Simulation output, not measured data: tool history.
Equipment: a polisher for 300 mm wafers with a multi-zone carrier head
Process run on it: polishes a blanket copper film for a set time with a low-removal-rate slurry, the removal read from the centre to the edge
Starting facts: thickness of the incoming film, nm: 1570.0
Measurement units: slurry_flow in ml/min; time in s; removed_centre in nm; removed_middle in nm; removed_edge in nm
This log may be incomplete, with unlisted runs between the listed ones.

{"run": 1, "hour": 0.0, "slurry_flow": 305, "centre_zone": 1.0, "middle_zone": 1.0, "edge_zone": 1.0, "slurry_solids": 1.0, "time": 46, "removed_centre": 175.68, "removed_middle": 174.79, "removed_edge": 181.56}
{"run": 2, "hour": 5.9, "slurry_flow": 305, "centre_zone": 0.95, "middle_zone": 1.0, "edge_zone": 1.0, "slurry_solids": 1.0, "time": 46, "removed_centre": 172.2, "removed_middle": 171.03, "removed_edge": 177.05}
{"run": 3, "hour": 13.5, "slurry_flow": 305, "centre_zone": 0.95, "middle_zone": 1.0, "edge_zone": 1.0, "slurry_solids": 1.0, "time": 36, "removed_centre": 131.81, "removed_middle": 134.46, "removed_edge": 140.66}
{"run": 4, "hour": 16.1, "slurry_flow": 315, "centre_zone": 1.0, "middle_zone": 1.0, "edge_zone": 0.97, "slurry_solids": 1.1, "time": 40, "removed_centre": 157.21, "removed_middle": 153.31, "removed_edge": 160.87}
{"run": 5, "hour": 23.8, "slurry_flow": 315, "centre_zone": 0.93, "middle_zone": 1.0, "edge_zone": 0.97, "slurry_solids": 1.1, "time": 40, "removed_centre": 149.11, "removed_middle": 150.96, "removed_edge": 160.22}
{"run": 6, "hour": 29.9, "slurry_flow": 360, "centre_zone": 0.93, "middle_zone": 1.0, "edge_zone": 0.97, "slurry_solids": 1.1, "time": 40, "removed_centre": 147.43, "removed_middle": 153.53, "removed_edge": 157.15}
{"run": 7, "hour": 34.9, "slurry_flow": 365, "centre_zone": 0.98, "middle_zone": 1.01, "edge_zone": 0.94, "slurry_solids": 1.15, "time": 44, "removed_centre": 172.59, "removed_middle": 174.75, "removed_edge": 173.93}
{"run": 8, "hour": 37.9, "slurry_flow": 365, "centre_zone": 1.02, "middle_zone": 1.01, "edge_zone": 0.92, "slurry_solids": 1.2, "time": 47, "removed_centre": 196.63, "removed_middle": 186.97, "removed_edge": 183.06}
{"run": 9, "hour": 41.5, "slurry_flow": 385, "centre_zone": 1.12, "middle_zone": 1.11, "edge_zone": 1.02, "slurry_solids": 1.45, "time": 59, "removed_centre": 285.2, "removed_middle": 266.19, "removed_edge": 251.94}

The next listed run, before its measurement:
{"hour": 46.4, "done": "worn pad replaced by a new one"}
{"run": 10, "hour": 46.4, "slurry_flow": 385, "centre_zone": 1.13, "middle_zone": 1.11, "edge_zone": 1.02, "slurry_solids": 1.45, "time": 59, "removed_centre": "?", "removed_middle": "?", "removed_edge": "?"}

{"run 10": {"removed_centre": 319.6, "removed_middle": 301.5, "removed_edge": 290.59}}
